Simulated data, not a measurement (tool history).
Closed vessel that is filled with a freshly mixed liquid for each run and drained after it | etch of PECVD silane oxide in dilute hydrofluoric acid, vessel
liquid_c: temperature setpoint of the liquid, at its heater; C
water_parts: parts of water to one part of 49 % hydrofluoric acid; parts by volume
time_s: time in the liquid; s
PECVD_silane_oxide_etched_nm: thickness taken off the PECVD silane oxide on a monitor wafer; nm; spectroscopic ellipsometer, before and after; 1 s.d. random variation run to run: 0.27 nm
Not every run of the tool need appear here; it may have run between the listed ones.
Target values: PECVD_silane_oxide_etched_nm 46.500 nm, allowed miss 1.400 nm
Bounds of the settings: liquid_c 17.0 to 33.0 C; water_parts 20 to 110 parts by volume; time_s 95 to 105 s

run 1 hour=0.0 | liquid_c=25.0 water_parts=60 time_s=95 | PECVD_silane_oxide_etched_nm=85.065
run 2 hour=7.2 | liquid_c=25.0 water_parts=45 time_s=95 | PECVD_silane_oxide_etched_nm=114.980
run 3 hour=14.6 | liquid_c=23.5 water_parts=45 time_s=95 | PECVD_silane_oxide_etched_nm=108.760
run 4 hour=19.9 | liquid_c=26.5 water_parts=45 time_s=95 | PECVD_silane_oxide_etched_nm=124.930
run 5 hour=27.5 | liquid_c=26.5 water_parts=45 time_s=95 | PECVD_silane_oxide_etched_nm=123.110
run 6 hour=35.6 | liquid_c=26.5 water_parts=55 time_s=95 | PECVD_silane_oxide_etched_nm=98.904
run 7 hour=39.7 | liquid_c=24.0 water_parts=60 time_s=95 | PECVD_silane_oxide_etched_nm=82.050
run 8 hour=41.9 | liquid_c=22.0 water_parts=65 time_s=95 | PECVD_silane_oxide_etched_nm=68.994
run 9 hour=49.8 | liquid_c=20.5 water_parts=70 time_s=95 | PECVD_silane_oxide_etched_nm=60.234
run 10 hour=53.8 | liquid_c=19.5 water_parts=70 time_s=95 | PECVD_silane_oxide_etched_nm=57.067
run 11 hour=54.7 | liquid_c=19.0 water_parts=70 time_s=95 | PECVD_silane_oxide_etched_nm=56.455
run 12 hour=63.7 | liquid_c=18.5 water_parts=70 time_s=95 | PECVD_silane_oxide_etched_nm=54.956

Which one of the following 4 next-run settings gets every result inside its allowed miss? There is exactly one.
run A hour=72.7 | liquid_c=20.0 water_parts=85 time_s=100 | PECVD_silane_oxide_etched_nm=?
run B hour=72.7 | liquid_c=19.0 water_parts=80 time_s=95 | PECVD_silane_oxide_etched_nm=?
run C hour=72.7 | liquid_c=19.0 water_parts=90 time_s=95 | PECVD_silane_oxide_etched_nm=?
run D hour=72.7 | liquid_c=18.0 water_parts=80 time_s=95 | PECVD_silane_oxide_etched_nm=?

move=A PECVD_silane_oxide_etched_nm=49.997
move=B PECVD_silane_oxide_etched_nm=48.679
move=C PECVD_silane_oxide_etched_nm=42.790
move=D PECVD_silane_oxide_etched_nm=46.670
A: closer than the last run, but not yet in spec
B: closer than the last run, but not yet in spec
C: carries the result that was furthest off beyond its target, to the other side
D: hits every target within its allowed miss
Move D is the one to make.
